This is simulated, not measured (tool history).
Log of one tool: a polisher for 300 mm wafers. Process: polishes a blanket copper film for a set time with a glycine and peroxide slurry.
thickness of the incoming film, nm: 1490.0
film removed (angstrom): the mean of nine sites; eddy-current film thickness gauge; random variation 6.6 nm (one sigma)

run	hour	flow of slurry (ml/min)	pressure of the wafer on the pad (psi)	speed of the pad under the wafer (cm/s)	polishing time (s)	film removed (angstrom)
1	0.0	305	2.9	96	117	6003.2
2	6.4	305	2.9	96	117	5952.0
3	15.2	305	2.9	114	117	6891.7
4	21.4	310	3.2	114	117	7394.9
5	22.2	310	3.4	114	117	7941.7
6	31.2	280	3.4	114	117	7840.0
7	36.7	280	3.6	114	117	8257.0
8	44.9	285	3.7	114	117	8401.1

Run 9 comes next. What will it give?
9	47.1	285	3.8	114	117	?

{"run 9": {"film removed (angstrom)": 8559.1}}
